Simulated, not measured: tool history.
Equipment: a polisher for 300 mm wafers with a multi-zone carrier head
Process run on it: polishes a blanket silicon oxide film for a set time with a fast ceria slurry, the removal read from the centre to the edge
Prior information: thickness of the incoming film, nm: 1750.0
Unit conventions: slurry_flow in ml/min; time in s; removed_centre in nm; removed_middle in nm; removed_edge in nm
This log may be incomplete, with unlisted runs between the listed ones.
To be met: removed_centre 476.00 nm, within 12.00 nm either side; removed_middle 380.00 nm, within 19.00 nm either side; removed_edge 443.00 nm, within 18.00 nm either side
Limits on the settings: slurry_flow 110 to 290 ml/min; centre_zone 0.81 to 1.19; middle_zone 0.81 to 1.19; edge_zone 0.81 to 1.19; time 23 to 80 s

run 1 hour=0.0 | slurry_flow=185 centre_zone=1.00 middle_zone=1.00 edge_zone=1.00 time=51 | removed_centre=531.28 removed_middle=512.42 removed_edge=523.07
run 2 hour=7.2 | slurry_flow=175 centre_zone=1.01 middle_zone=0.96 edge_zone=0.98 time=50 | removed_centre=523.10 removed_middle=478.35 removed_edge=505.26
run 3 hour=10.3 | slurry_flow=175 centre_zone=1.09 middle_zone=0.96 edge_zone=0.98 time=50 | removed_centre=563.96 removed_middle=481.22 removed_edge=520.04
run 4 hour=17.4 | slurry_flow=175 centre_zone=1.16 middle_zone=0.96 edge_zone=0.98 time=50 | removed_centre=591.78 removed_middle=477.45 removed_edge=509.27
run 5 hour=19.9 | slurry_flow=175 centre_zone=1.16 middle_zone=1.01 edge_zone=0.98 time=50 | removed_centre=596.98 removed_middle=519.57 removed_edge=509.60
run 6 hour=28.2 | slurry_flow=175 centre_zone=1.16 middle_zone=0.94 edge_zone=0.98 time=50 | removed_centre=597.08 removed_middle=471.17 removed_edge=511.02
run 7 hour=29.5 | slurry_flow=170 centre_zone=1.13 middle_zone=0.92 edge_zone=0.96 time=49 | removed_centre=566.81 removed_middle=444.45 removed_edge=484.70
run 8 hour=30.3 | slurry_flow=160 centre_zone=1.10 middle_zone=0.90 edge_zone=0.95 time=49 | removed_centre=542.17 removed_middle=438.42 removed_edge=485.75
run 9 hour=37.7 | slurry_flow=155 centre_zone=1.09 middle_zone=0.88 edge_zone=0.94 time=48 | removed_centre=526.01 removed_middle=425.60 removed_edge=479.82
run 10 hour=43.1 | slurry_flow=155 centre_zone=1.08 middle_zone=0.87 edge_zone=0.93 time=47 | removed_centre=508.86 removed_middle=401.08 removed_edge=459.26
run 11 hour=50.6 | slurry_flow=125 centre_zone=1.04 middle_zone=0.85 edge_zone=0.92 time=47 | removed_centre=462.13 removed_middle=384.13 removed_edge=441.51

5 next moves are on the table. One of them brings every result within its allowed miss. Which?
run A hour=58.1 | slurry_flow=135 centre_zone=1.06 middle_zone=0.89 edge_zone=0.95 time=43 | removed_centre=? removed_middle=? removed_edge=?
run B hour=58.1 | slurry_flow=110 centre_zone=1.01 middle_zone=0.91 edge_zone=0.94 time=48 | removed_centre=? removed_middle=? removed_edge=?
run C hour=58.1 | slurry_flow=140 centre_zone=1.07 middle_zone=0.86 edge_zone=0.94 time=46 | removed_centre=? removed_middle=? removed_edge=?
run D hour=58.1 | slurry_flow=115 centre_zone=1.03 middle_zone=0.81 edge_zone=0.94 time=47 | removed_centre=? removed_middle=? removed_edge=?
run E hour=58.1 | slurry_flow=180 centre_zone=1.02 middle_zone=0.91 edge_zone=1.02 time=42 | removed_centre=? removed_middle=? removed_edge=?

move=A removed_centre=442.25 removed_middle=364.19 removed_edge=423.21
move=B removed_centre=440.12 removed_middle=390.98 removed_edge=451.58
move=C removed_centre=482.31 removed_middle=382.05 removed_edge=453.48
move=D removed_centre=446.31 removed_middle=352.67 removed_edge=446.96
move=E removed_centre=444.91 removed_middle=384.84 removed_edge=446.45
A: lands further from the targets than the last run did
B: lands further from the targets than the last run did
C: all results in spec
D: lands further from the targets than the last run did
E: lands further from the targets than the last run did
Move C is the one to make.

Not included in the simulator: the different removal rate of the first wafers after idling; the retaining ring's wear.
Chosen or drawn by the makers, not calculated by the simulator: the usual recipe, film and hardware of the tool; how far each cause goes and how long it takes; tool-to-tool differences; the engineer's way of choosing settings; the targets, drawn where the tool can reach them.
